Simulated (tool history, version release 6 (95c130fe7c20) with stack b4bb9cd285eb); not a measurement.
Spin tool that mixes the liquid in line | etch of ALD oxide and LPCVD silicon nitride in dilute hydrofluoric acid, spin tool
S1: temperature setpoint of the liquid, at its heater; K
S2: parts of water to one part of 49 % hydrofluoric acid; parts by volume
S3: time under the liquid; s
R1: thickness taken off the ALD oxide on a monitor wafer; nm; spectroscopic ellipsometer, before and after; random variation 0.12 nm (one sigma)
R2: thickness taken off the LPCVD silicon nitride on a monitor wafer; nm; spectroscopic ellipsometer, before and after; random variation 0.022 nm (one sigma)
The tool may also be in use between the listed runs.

{"run": 1, "hour": 0.0, "S1": 295.15, "S2": 90, "S3": 180, "R1": 28.401, "R2": 0.85621}
{"run": 2, "hour": 4.6, "S1": 297.15, "S2": 90, "S3": 180, "R1": 30.703, "R2": 0.97711}
{"run": 3, "hour": 8.6, "S1": 297.15, "S2": 65, "S3": 180, "R1": 44.013, "R2": 1.2787}
{"run": 4, "hour": 9.8, "S1": 295.65, "S2": 75, "S3": 180, "R1": 35.299, "R2": 1.0669}
{"run": 5, "hour": 15.6, "S1": 295.65, "S2": 60, "S3": 180, "R1": 44.717, "R2": 1.2503}
{"run": 6, "hour": 23.1, "S1": 294.65, "S2": 70, "S3": 180, "R1": 36.364, "R2": 1.0919}
{"run": 7, "hour": 24.1, "S1": 293.65, "S2": 75, "S3": 180, "R1": 32.278, "R2": 0.9587}
{"run": 8, "hour": 31.0, "S1": 292.65, "S2": 80, "S3": 180, "R1": 28.955, "R2": 0.78131}
{"run": 9, "hour": 38.1, "S1": 292.65, "S2": 85, "S3": 180, "R1": 27.048, "R2": 0.75452}

Forecast run 10:
{"run": 10, "hour": 42.2, "S1": 292.15, "S2": 90, "S3": 180, "R1": "?", "R2": "?"}

R1: 24.826 nm
R2: 0.67627 nm
